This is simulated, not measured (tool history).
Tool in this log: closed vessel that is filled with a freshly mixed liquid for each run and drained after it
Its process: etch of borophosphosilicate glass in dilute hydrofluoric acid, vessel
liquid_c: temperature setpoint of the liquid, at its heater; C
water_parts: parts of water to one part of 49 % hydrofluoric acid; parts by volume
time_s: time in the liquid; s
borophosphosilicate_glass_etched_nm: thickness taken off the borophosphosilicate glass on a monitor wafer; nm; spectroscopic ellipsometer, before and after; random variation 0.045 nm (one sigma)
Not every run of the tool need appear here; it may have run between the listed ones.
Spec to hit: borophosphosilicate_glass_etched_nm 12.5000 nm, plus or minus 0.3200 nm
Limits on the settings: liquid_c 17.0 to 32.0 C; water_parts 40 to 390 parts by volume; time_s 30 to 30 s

| run | day | liquid_c | water_parts | time_s | borophosphosilicate_glass_etched_nm |
|---|---|---|---|---|---|
| 1 | 0.000 | 24.0 | 215 | 30 | 5.4628 |
| 2 | 0.225 | 24.0 | 215 | 30 | 5.4632 |
| 3 | 0.538 | 24.0 | 215 | 30 | 5.4514 |
| 4 | 0.825 | 24.0 | 160 | 30 | 7.7979 |
| 5 | 1.008 | 21.5 | 160 | 30 | 7.0570 |
| 6 | 1.208 | 18.5 | 160 | 30 | 6.2660 |
| 7 | 1.346 | 21.0 | 155 | 30 | 7.1581 |
| 8 | 1.521 | 21.0 | 155 | 30 | 7.1831 |
| 9 | 1.875 | 23.0 | 150 | 30 | 8.0184 |
| 10 | 2.217 | 24.5 | 145 | 30 | 8.8854 |
| 11 | 2.550 | 26.0 | 145 | 30 | 9.3871 |
| 12 | 2.917 | 27.0 | 145 | 30 | 9.7862 |
| 13 | 3.196 | 28.0 | 145 | 30 | 10.0950 |
| 14 | 3.492 | 28.5 | 145 | 30 | 10.3780 |
| 15 | 3.850 | 29.0 | 145 | 30 | 10.4280 |
| 16 | 4.171 | 29.5 | 145 | 30 | 10.7500 |
| 17 | 4.212 | 30.0 | 145 | 30 | 10.8600 |
| 18 | 4.458 | 30.5 | 145 | 30 | 11.0890 |
| 19 | 4.575 | 31.0 | 145 | 30 | 11.2600 |
| 20 | 4.658 | 31.5 | 140 | 30 | 11.9360 |

Exercise: of the 4 proposed moves below, exactly one satisfies all targets within the stated allowed misses. Which move is it?
| A | 4.742 | 32.0 | 145 | 30 | ? |
| B | 4.742 | 27.5 | 120 | 30 | ? |
| C | 4.742 | 30.5 | 140 | 30 | ? |
| D | 4.742 | 27.0 | 125 | 30 | ? |

| move | borophosphosilicate_glass_etched_nm |
|---|---|
| A | 11.7030 |
| B | 12.4040 |
| C | 11.5680 |
| D | 11.6100 |
A: lands further from the targets than the last run did
B: hits every target within its allowed miss
C: lands further from the targets than the last run did
D: lands further from the targets than the last run did
Answer: B
